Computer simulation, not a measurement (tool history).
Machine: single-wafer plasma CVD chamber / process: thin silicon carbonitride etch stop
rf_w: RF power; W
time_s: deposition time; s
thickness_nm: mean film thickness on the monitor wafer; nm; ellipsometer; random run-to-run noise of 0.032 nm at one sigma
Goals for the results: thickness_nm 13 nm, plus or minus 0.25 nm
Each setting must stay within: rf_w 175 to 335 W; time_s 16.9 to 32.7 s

Run 1, hour 0: rf_w 255 W, time_s 24.8 s. Result: thickness_nm 14.747 nm.
Run 2, hour 2.8: rf_w 240 W, time_s 24.8 s. Result: thickness_nm 14.517 nm.
Run 3, hour 6.2: rf_w 225 W, time_s 24.2 s. Result: thickness_nm 13.923 nm.
Run 4, hour 13.2: rf_w 205 W, time_s 24.2 s. Result: thickness_nm 13.615 nm.
Run 5, hour 20.5: rf_w 230 W, time_s 24.2 s. Result: thickness_nm 14.038 nm.
Run 6, hour 27.5: rf_w 220 W, time_s 23.9 s. Result: thickness_nm 13.737 nm.
Run 7, hour 34.3: rf_w 210 W, time_s 23.7 s. Result: thickness_nm 13.399 nm.
Run 8, hour 42.4: rf_w 205 W, time_s 23.6 s. Result: thickness_nm 13.279 nm.

Which of these 4 next moves meets every target?
Run A, hour 50.5: rf_w 205 W, time_s 23.1 s. Result: thickness_nm ?.
Run B, hour 50.5: rf_w 185 W, time_s 22.9 s. Result: thickness_nm ?.
Run C, hour 50.5: rf_w 215 W, time_s 23.8 s. Result: thickness_nm ?.
Run D, hour 50.5: rf_w 190 W, time_s 22.7 s. Result: thickness_nm ?.

move  thickness_nm
   A        13.038
   B        12.608
   C        13.591
   D        12.579
A: every result lands within tolerance
B: the result that was furthest off in the last run now lies on the other side of its target
C: the biggest miss grows against the last run
D: the result that was furthest off in the last run now lies on the other side of its target
A meets every target.
